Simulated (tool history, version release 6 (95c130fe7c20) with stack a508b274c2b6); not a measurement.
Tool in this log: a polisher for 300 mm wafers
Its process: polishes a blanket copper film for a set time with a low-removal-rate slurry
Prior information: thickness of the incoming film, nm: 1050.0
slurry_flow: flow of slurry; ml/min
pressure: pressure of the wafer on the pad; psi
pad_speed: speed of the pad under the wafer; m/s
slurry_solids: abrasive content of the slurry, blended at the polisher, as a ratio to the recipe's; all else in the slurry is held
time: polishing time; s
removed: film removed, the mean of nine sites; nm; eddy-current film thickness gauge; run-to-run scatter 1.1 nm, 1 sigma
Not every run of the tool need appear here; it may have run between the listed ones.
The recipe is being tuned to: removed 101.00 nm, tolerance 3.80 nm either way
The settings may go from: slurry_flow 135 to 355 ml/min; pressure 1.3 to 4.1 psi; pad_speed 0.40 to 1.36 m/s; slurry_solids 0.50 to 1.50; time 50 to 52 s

{"run": 1, "day": 0.0, "slurry_flow": 225, "pressure": 2.7, "pad_speed": 0.88, "slurry_solids": 1.0, "time": 50, "removed": 139.62}
{"run": 2, "day": 0.196, "slurry_flow": 225, "pressure": 2.7, "pad_speed": 0.88, "slurry_solids": 0.9, "time": 50, "removed": 137.56}
{"run": 3, "day": 0.283, "slurry_flow": 225, "pressure": 2.6, "pad_speed": 0.88, "slurry_solids": 0.9, "time": 50, "removed": 131.64}
{"run": 4, "day": 0.521, "slurry_flow": 225, "pressure": 2.5, "pad_speed": 0.88, "slurry_solids": 0.9, "time": 50, "removed": 126.6}
{"run": 5, "day": 0.812, "slurry_flow": 225, "pressure": 2.4, "pad_speed": 0.88, "slurry_solids": 0.9, "time": 50, "removed": 119.31}
{"run": 6, "day": 0.954, "slurry_flow": 225, "pressure": 2.4, "pad_speed": 0.88, "slurry_solids": 0.9, "time": 52, "removed": 125.85}
{"run": 7, "day": 1.275, "slurry_flow": 225, "pressure": 2.3, "pad_speed": 0.88, "slurry_solids": 0.9, "time": 52, "removed": 119.24}
{"run": 8, "day": 1.379, "slurry_flow": 225, "pressure": 2.2, "pad_speed": 0.88, "slurry_solids": 0.9, "time": 52, "removed": 114.73}
{"run": 9, "day": 1.725, "slurry_flow": 225, "pressure": 2.0, "pad_speed": 0.88, "slurry_solids": 0.9, "time": 52, "removed": 107.69}

Exactly one of the 4 candidate moves below puts every result within its allowed miss. Which one?
{"run": "A", "day": 2.071, "slurry_flow": 250, "pressure": 2.1, "pad_speed": 0.96, "slurry_solids": 0.95, "time": 52, "removed": "?"}
{"run": "B", "day": 2.071, "slurry_flow": 240, "pressure": 2.3, "pad_speed": 0.78, "slurry_solids": 0.75, "time": 50, "removed": "?"}
{"run": "C", "day": 2.071, "slurry_flow": 245, "pressure": 2.2, "pad_speed": 0.96, "slurry_solids": 0.7, "time": 52, "removed": "?"}
{"run": "D", "day": 2.071, "slurry_flow": 250, "pressure": 2.2, "pad_speed": 0.9, "slurry_solids": 0.9, "time": 52, "removed": "?"}

move=A removed=124.81
move=B removed=101.21
move=C removed=118.31
move=D removed=121.39
A: the biggest miss grows against the last run
B: in spec on every target
C: the biggest miss grows against the last run
D: the biggest miss grows against the last run
The move that meets every target is B.

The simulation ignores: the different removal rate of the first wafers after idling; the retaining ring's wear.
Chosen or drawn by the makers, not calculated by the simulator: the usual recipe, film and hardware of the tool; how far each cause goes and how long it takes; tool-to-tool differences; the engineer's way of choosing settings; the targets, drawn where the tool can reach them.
